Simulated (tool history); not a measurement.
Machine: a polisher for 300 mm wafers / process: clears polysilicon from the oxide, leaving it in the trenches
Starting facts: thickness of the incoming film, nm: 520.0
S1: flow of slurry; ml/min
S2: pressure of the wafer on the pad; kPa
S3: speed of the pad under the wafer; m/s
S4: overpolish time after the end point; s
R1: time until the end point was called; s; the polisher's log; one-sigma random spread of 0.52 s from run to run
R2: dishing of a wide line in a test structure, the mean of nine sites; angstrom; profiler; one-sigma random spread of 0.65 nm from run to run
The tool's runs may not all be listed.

run	day	S1	S2	S3	S4	R1	R2
1	0	195	20	1.04	23	36.083	310.76
2	0.088	190	17.9	1.04	23	39.438	308.12
3	0.3	190	22.8	1.04	23	32.39	290.31
4	0.642	170	20.7	0.98	23	37.894	292.06
5	0.883	155	18.6	0.96	23	42.963	287.07
6	1.142	155	17.2	0.96	23	46.483	306.82
7	1.229	145	17.2	0.94	23	46.843	307.24
8	1.354	135	17.2	0.9	23	49.761	291.7

Expected results for the next run?
9	1.646	130	16.5	0.9	23	?	?

Run 9 measured R1 51.48 s, R2 298.21 angstrom.

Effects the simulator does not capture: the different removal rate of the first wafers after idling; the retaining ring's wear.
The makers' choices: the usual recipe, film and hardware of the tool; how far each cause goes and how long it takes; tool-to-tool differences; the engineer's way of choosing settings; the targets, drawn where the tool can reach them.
